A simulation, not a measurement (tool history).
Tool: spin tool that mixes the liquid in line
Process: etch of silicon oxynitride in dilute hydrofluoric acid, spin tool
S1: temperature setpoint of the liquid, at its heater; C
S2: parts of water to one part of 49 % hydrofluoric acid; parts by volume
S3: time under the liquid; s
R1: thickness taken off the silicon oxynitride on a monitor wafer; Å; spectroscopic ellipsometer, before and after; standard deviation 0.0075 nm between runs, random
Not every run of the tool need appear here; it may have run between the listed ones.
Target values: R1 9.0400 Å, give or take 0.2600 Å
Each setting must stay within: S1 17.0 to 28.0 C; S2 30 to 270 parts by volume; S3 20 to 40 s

Run 1, hour 0.0: S1 20.0 C, S2 150 parts by volume, S3 40 s. Result: R1 6.1476 Å.
Run 2, hour 5.2: S1 19.0 C, S2 150 parts by volume, S3 40 s. Result: R1 5.9598 Å.
Run 3, hour 10.6: S1 20.5 C, S2 150 parts by volume, S3 40 s. Result: R1 6.3178 Å.
Run 4, hour 15.6: S1 18.5 C, S2 150 parts by volume, S3 40 s. Result: R1 5.7774 Å.
Run 5, hour 23.3: S1 20.0 C, S2 150 parts by volume, S3 40 s. Result: R1 6.1162 Å.
Run 6, hour 30.9: S1 18.5 C, S2 150 parts by volume, S3 40 s. Result: R1 5.6589 Å.
Run 7, hour 39.5: S1 20.0 C, S2 150 parts by volume, S3 40 s. Result: R1 6.2075 Å.
Run 8, hour 47.4: S1 20.0 C, S2 150 parts by volume, S3 40 s. Result: R1 6.1226 Å.
Run 9, hour 54.8: S1 21.0 C, S2 150 parts by volume, S3 40 s. Result: R1 6.4952 Å.
Run 10, hour 56.5: S1 22.0 C, S2 150 parts by volume, S3 40 s. Result: R1 6.6605 Å.
Run 11, hour 63.3: S1 23.0 C, S2 150 parts by volume, S3 40 s. Result: R1 7.1099 Å.
Run 12, hour 67.5: S1 27.0 C, S2 150 parts by volume, S3 40 s. Result: R1 8.5062 Å.

4 next moves are on the table. One of them brings every result within its allowed miss. Which?
Run A, hour 71.7: S1 28.0 C, S2 160 parts by volume, S3 40 s. Result: R1 ?.
Run B, hour 71.7: S1 26.5 C, S2 150 parts by volume, S3 40 s. Result: R1 ?.
Run C, hour 71.7: S1 27.5 C, S2 135 parts by volume, S3 40 s. Result: R1 ?.
Run D, hour 71.7: S1 26.5 C, S2 140 parts by volume, S3 40 s. Result: R1 ?.

move      R1
   A  8.2223
   B  8.2785
   C  9.7473
   D  8.9467
A: misses by more than the last run did
B: misses by more than the last run did
C: carries the result that was furthest off beyond its target, to the other side
D: all results land within tolerance of their targets
So the answer is move D, the one that meets all the targets.

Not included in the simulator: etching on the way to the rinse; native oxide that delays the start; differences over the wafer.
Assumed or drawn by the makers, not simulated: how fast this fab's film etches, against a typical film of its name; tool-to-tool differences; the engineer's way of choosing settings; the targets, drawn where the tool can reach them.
